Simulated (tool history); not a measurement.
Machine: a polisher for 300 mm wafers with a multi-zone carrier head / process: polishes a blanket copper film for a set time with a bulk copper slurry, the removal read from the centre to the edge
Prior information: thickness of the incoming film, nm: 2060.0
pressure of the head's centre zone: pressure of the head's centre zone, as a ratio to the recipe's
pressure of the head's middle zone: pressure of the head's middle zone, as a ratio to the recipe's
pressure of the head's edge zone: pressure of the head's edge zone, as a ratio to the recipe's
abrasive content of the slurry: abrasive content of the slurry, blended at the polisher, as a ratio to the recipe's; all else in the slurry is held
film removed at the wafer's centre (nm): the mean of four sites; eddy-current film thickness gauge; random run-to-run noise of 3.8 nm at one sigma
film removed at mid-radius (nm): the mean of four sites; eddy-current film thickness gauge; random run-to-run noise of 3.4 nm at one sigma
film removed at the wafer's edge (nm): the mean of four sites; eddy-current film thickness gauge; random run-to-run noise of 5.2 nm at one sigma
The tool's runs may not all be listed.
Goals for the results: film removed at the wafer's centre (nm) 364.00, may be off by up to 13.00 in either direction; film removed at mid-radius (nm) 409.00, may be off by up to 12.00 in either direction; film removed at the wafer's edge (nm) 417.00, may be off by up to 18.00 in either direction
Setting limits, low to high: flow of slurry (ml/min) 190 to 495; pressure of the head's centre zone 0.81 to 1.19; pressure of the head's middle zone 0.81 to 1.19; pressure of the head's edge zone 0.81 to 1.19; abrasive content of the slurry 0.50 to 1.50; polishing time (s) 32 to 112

| run | hour | flow of slurry (ml/min) | pressure of the head's centre zone | pressure of the head's middle zone | pressure of the head's edge zone | abrasive content of the slurry | polishing time (s) | film removed at the wafer's centre (nm) | film removed at mid-radius (nm) | film removed at the wafer's edge (nm) |
|---|---|---|---|---|---|---|---|---|---|---|
| 1 | 0.0 | 320 | 1.00 | 1.00 | 1.00 | 1.00 | 72 | 649.57 | 642.74 | 642.01 |
| 2 | 2.3 | 320 | 1.00 | 0.92 | 1.00 | 1.00 | 72 | 660.10 | 589.70 | 649.67 |
| 3 | 7.8 | 320 | 1.03 | 0.92 | 1.00 | 1.00 | 72 | 666.30 | 591.58 | 653.53 |
| 4 | 13.5 | 320 | 1.03 | 0.92 | 1.00 | 0.80 | 72 | 649.80 | 576.25 | 615.95 |
| 5 | 21.7 | 320 | 1.03 | 0.92 | 1.05 | 0.80 | 72 | 643.72 | 569.05 | 632.46 |
| 6 | 26.2 | 310 | 0.96 | 0.93 | 1.05 | 0.70 | 65 | 528.58 | 506.26 | 562.60 |
| 7 | 34.4 | 305 | 0.92 | 0.94 | 1.01 | 0.65 | 61 | 476.65 | 477.08 | 507.15 |
| 8 | 37.6 | 295 | 0.89 | 0.94 | 1.00 | 0.60 | 58 | 425.87 | 438.80 | 471.85 |
| 9 | 43.2 | 280 | 0.86 | 0.94 | 0.97 | 0.55 | 58 | 401.16 | 430.52 | 469.24 |
| 10 | 49.0 | 295 | 0.85 | 0.95 | 0.95 | 0.55 | 56 | 393.65 | 421.69 | 443.33 |
| 11 | 56.5 | 290 | 0.84 | 0.95 | 0.93 | 0.55 | 56 | 380.93 | 428.48 | 449.39 |
| 12 | 65.2 | 295 | 0.84 | 0.95 | 0.92 | 0.55 | 55 | 387.21 | 420.74 | 434.21 |

Which of these 4 next moves meets every target?
| A | 73.9 | 360 | 0.82 | 0.95 | 0.90 | 0.65 | 52 | ? | ? | ? |
| B | 73.9 | 310 | 0.93 | 1.02 | 0.90 | 0.50 | 54 | ? | ? | ? |
| C | 73.9 | 425 | 0.95 | 1.00 | 0.86 | 0.60 | 52 | ? | ? | ? |
| D | 73.9 | 295 | 0.83 | 0.91 | 0.92 | 0.55 | 52 | ? | ? | ? |

| move | film removed at the wafer's centre (nm) | film removed at mid-radius (nm) | film removed at the wafer's edge (nm) |
|---|---|---|---|
| A | 368.62 | 412.66 | 416.84 |
| B | 407.12 | 431.06 | 411.32 |
| C | 423.30 | 430.94 | 409.25 |
| D | 355.53 | 380.60 | 403.66 |
A: every result lands within tolerance
B: further off than the last run
C: further off than the last run
D: brings the last run's worst result on target, with another outside its allowed miss
Go with A: it meets all targets.
